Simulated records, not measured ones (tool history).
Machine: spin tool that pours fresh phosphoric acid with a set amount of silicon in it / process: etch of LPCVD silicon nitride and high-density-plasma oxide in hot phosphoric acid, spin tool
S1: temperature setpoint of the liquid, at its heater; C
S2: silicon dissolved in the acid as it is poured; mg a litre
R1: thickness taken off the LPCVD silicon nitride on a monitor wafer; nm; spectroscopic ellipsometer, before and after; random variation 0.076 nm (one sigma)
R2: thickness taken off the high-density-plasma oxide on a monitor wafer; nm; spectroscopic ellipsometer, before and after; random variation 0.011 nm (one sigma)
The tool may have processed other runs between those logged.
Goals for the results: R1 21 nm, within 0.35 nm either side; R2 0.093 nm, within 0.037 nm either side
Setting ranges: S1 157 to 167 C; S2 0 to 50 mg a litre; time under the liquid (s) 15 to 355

Run 1, hour 0: S1 162 C, S2 22 mg a litre, time under the liquid (s) 180. Result: R1 17.061 nm, R2 0.27651 nm.
Run 2, hour 7.1: S1 162 C, S2 12.5 mg a litre, time under the liquid (s) 180. Result: R1 17.142 nm, R2 0.25891 nm.
Run 3, hour 10: S1 162.5 C, S2 8.5 mg a litre, time under the liquid (s) 190. Result: R1 18.399 nm, R2 0.4198 nm.
Run 4, hour 18.6: S1 162.5 C, S2 8.5 mg a litre, time under the liquid (s) 120. Result: R1 11.664 nm, R2 0.21069 nm.
Run 5, hour 21.7: S1 161.5 C, S2 8.5 mg a litre, time under the liquid (s) 120. Result: R1 11.244 nm, R2 0.22962 nm.
Run 6, hour 26.6: S1 163 C, S2 21 mg a litre, time under the liquid (s) 140. Result: R1 13.844 nm, R2 0.20989 nm.
Run 7, hour 34.6: S1 164 C, S2 30 mg a litre, time under the liquid (s) 150. Result: R1 15.259 nm, R2 0.16462 nm.
Run 8, hour 37.7: S1 165 C, S2 36 mg a litre, time under the liquid (s) 160. Result: R1 16.907 nm, R2 0.15924 nm.
Run 9, hour 45.1: S1 165.5 C, S2 40.5 mg a litre, time under the liquid (s) 165. Result: R1 17.627 nm, R2 0.14907 nm.
Run 10, hour 50.9: S1 166 C, S2 43.5 mg a litre, time under the liquid (s) 170. Result: R1 18.488 nm, R2 0.10557 nm.
Run 11, hour 53.8: S1 166.5 C, S2 45 mg a litre, time under the liquid (s) 175. Result: R1 19.353 nm, R2 0.09305 nm.
Run 12, hour 59.7: S1 166.5 C, S2 45 mg a litre, time under the liquid (s) 175. Result: R1 19.307 nm, R2 0.075401 nm.
Run 13, hour 60.7: S1 166.5 C, S2 43 mg a litre, time under the liquid (s) 180. Result: R1 19.959 nm, R2 0.11322 nm.
Run 14, hour 67.4: S1 166.5 C, S2 43 mg a litre, time under the liquid (s) 180. Result: R1 19.894 nm, R2 0.12075 nm.

Next run, 5 choices. One meets every target within its allowed miss, the rest don't. Which?
Run A, hour 74.1: S1 167 C, S2 44 mg a litre, time under the liquid (s) 195. Result: R1 ?, R2 ?.
Run B, hour 74.1: S1 165.5 C, S2 50 mg a litre, time under the liquid (s) 195. Result: R1 ?, R2 ?.
Run C, hour 74.1: S1 167 C, S2 39.5 mg a litre, time under the liquid (s) 165. Result: R1 ?, R2 ?.
Run D, hour 74.1: S1 165 C, S2 32.5 mg a litre, time under the liquid (s) 185. Result: R1 ?, R2 ?.
Run E, hour 74.1: S1 164 C, S2 49.5 mg a litre, time under the liquid (s) 185. Result: R1 ?, R2 ?.

move      R1        R2
   A  21.931   0.12239
   B  20.884   0.10437
   C  18.557   0.14593
   D  19.491   0.20562
   E   18.86  0.088814
A: takes the result that was furthest off past its target
B: hits every target within its allowed miss
C: further off than the last run
D: further off than the last run
E: further off than the last run
The right move is B.

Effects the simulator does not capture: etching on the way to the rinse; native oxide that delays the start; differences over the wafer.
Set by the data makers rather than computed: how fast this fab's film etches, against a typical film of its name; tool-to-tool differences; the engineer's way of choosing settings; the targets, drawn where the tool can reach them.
